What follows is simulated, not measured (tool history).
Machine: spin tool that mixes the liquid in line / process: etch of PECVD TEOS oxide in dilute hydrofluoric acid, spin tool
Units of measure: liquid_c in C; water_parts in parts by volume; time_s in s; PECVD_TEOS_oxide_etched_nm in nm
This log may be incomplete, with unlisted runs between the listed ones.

{"run": 1, "day": 0.0, "liquid_c": 24.0, "water_parts": 90, "time_s": 100, "PECVD_TEOS_oxide_etched_nm": 15.994}
{"run": 2, "day": 0.296, "liquid_c": 22.5, "water_parts": 90, "time_s": 100, "PECVD_TEOS_oxide_etched_nm": 15.165}
{"run": 3, "day": 0.512, "liquid_c": 22.5, "water_parts": 110, "time_s": 100, "PECVD_TEOS_oxide_etched_nm": 12.238}
{"run": 4, "day": 0.729, "liquid_c": 24.0, "water_parts": 105, "time_s": 100, "PECVD_TEOS_oxide_etched_nm": 13.556}
{"run": 5, "day": 0.904, "liquid_c": 24.0, "water_parts": 105, "time_s": 105, "PECVD_TEOS_oxide_etched_nm": 14.212}
{"run": 6, "day": 1.05, "liquid_c": 24.0, "water_parts": 75, "time_s": 105, "PECVD_TEOS_oxide_etched_nm": 20.815}
{"run": 7, "day": 1.2, "liquid_c": 24.5, "water_parts": 75, "time_s": 105, "PECVD_TEOS_oxide_etched_nm": 21.195}

Predict the results of run 8:
{"run": 8, "day": 1.271, "liquid_c": 25.0, "water_parts": 75, "time_s": 105, "PECVD_TEOS_oxide_etched_nm": "?"}

PECVD_TEOS_oxide_etched_nm: 21.515 nm
